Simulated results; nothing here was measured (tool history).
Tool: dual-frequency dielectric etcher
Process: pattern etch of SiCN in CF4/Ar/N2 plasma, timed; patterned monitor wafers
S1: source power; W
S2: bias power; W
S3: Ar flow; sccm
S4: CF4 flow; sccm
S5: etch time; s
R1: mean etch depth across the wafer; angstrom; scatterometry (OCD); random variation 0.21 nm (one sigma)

run	day	S1	S2	S3	S4	S5	R1
1	0.000	370	50	127	50	98.0	622.94
2	0.292	380	50	127	50	98.0	629.29
3	0.388	380	57	127	50	98.0	668.02
4	0.542	380	53	127	50	98.0	645.96
5	0.675	380	53	127	43	98.0	637.68
6	0.746	390	53	127	43	98.0	646.28
7	0.925	400	53	127	43	98.0	653.86

Forecast run 8:
8	1.133	410	53	127	43	98.0	?

Run 8 gave R1 665.95 angstrom.

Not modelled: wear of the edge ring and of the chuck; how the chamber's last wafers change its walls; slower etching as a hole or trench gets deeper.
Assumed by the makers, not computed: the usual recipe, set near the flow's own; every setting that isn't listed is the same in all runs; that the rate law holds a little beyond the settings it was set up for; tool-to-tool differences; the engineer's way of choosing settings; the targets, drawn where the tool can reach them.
